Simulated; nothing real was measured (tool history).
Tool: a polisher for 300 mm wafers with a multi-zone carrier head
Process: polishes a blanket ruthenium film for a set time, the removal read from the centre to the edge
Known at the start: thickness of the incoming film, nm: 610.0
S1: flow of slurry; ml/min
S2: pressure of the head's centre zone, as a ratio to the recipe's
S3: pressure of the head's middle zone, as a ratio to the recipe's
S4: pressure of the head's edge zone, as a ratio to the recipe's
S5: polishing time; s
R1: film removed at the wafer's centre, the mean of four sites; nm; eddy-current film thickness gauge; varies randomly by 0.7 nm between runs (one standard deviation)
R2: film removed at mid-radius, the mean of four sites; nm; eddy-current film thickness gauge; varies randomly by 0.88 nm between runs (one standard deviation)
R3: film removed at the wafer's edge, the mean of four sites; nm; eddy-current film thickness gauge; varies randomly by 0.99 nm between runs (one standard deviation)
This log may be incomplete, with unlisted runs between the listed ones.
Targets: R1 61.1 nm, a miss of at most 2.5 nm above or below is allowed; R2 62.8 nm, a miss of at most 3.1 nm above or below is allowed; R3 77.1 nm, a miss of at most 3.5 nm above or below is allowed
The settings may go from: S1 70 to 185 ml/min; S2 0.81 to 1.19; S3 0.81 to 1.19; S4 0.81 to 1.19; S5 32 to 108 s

Run 1, hour 0: S1 120 ml/min, S2 1, S3 1, S4 1, S5 70 s. Result: R1 74.296 nm, R2 69.324 nm, R3 71.864 nm.
Run 2, hour 5.7: S1 120 ml/min, S2 0.94, S3 1, S4 1, S5 70 s. Result: R1 68.728 nm, R2 70.206 nm, R3 69.896 nm.
Run 3, hour 7.3: S1 115 ml/min, S2 0.93, S3 0.99, S4 1.02, S5 71 s. Result: R1 68.524 nm, R2 71.943 nm, R3 70.079 nm.
Run 4, hour 13: S1 115 ml/min, S2 0.93, S3 1.08, S4 1.02, S5 71 s. Result: R1 70.138 nm, R2 75.053 nm, R3 71.436 nm.
Run 5, hour 14.7: S1 115 ml/min, S2 0.93, S3 1.08, S4 0.95, S5 71 s. Result: R1 68.767 nm, R2 76.767 nm, R3 69.226 nm.
Run 6, hour 19.4: S1 90 ml/min, S2 0.93, S3 1.08, S4 0.95, S5 71 s. Result: R1 64.263 nm, R2 73.044 nm, R3 67.46 nm.
Run 7, hour 24.3: S1 90 ml/min, S2 0.92, S3 1.06, S4 0.97, S5 72 s. Result: R1 63.343 nm, R2 71.517 nm, R3 67.357 nm.
At hour 30.5: edge zone pressure recalibrated.
Run 8, hour 30.5: S1 90 ml/min, S2 0.91, S3 1.04, S4 0.99, S5 73 s. Result: R1 65.551 nm, R2 70.831 nm, R3 73.126 nm.
Run 9, hour 32.2: S1 90 ml/min, S2 0.91, S3 1.03, S4 1, S5 73 s. Result: R1 63.567 nm, R2 71.008 nm, R3 73.165 nm.
Run 10, hour 38.9: S1 90 ml/min, S2 0.91, S3 1.02, S4 1.01, S5 73 s. Result: R1 64.071 nm, R2 71.37 nm, R3 71.633 nm.
Run 11, hour 42.2: S1 90 ml/min, S2 0.91, S3 1.01, S4 1.02, S5 73 s. Result: R1 65.579 nm, R2 71.56 nm, R3 72.481 nm.
Run 12, hour 42.9: S1 90 ml/min, S2 0.91, S3 0.99, S4 1.03, S5 73 s. Result: R1 65.775 nm, R2 68.295 nm, R3 73.239 nm.
Run 13, hour 45.3: S1 70 ml/min, S2 0.84, S3 0.94, S4 1.12, S5 75 s. Result: R1 55.574 nm, R2 61.425 nm, R3 74.254 nm.
Run 14, hour 50.7: S1 90 ml/min, S2 0.88, S3 0.91, S4 1.13, S5 75 s. Result: R1 64.122 nm, R2 64.992 nm, R3 78.972 nm.

Which one of the following 5 next-run settings gets every result inside its allowed miss? There is exactly one.
Run A, hour 56.1: S1 80 ml/min, S2 0.88, S3 0.91, S4 1.15, S5 80 s. Result: R1 ?, R2 ?, R3 ?.
Run B, hour 56.1: S1 70 ml/min, S2 0.86, S3 0.87, S4 1.05, S5 79 s. Result: R1 ?, R2 ?, R3 ?.
Run C, hour 56.1: S1 85 ml/min, S2 0.91, S3 0.81, S4 1.19, S5 71 s. Result: R1 ?, R2 ?, R3 ?.
Run D, hour 56.1: S1 105 ml/min, S2 0.92, S3 0.97, S4 1.07, S5 66 s. Result: R1 ?, R2 ?, R3 ?.
Run E, hour 56.1: S1 85 ml/min, S2 0.82, S3 0.93, S4 1.08, S5 83 s. Result: R1 ?, R2 ?, R3 ?.

move      R1      R2      R3
   A  65.233  69.571  82.911
   B  60.047  63.629  76.262
   C  61.039  57.048  75.842
   D  61.123  64.961  69.065
   E  64.293  74.783  84.219
A: its largest miss is bigger than the last run's
B: each result inside its tolerance
C: the worst result of the last run now meets its target, but another is out of spec
D: the worst result of the last run now meets its target, but another is out of spec
E: its largest miss is bigger than the last run's
So the answer is move B, the one that meets all the targets.

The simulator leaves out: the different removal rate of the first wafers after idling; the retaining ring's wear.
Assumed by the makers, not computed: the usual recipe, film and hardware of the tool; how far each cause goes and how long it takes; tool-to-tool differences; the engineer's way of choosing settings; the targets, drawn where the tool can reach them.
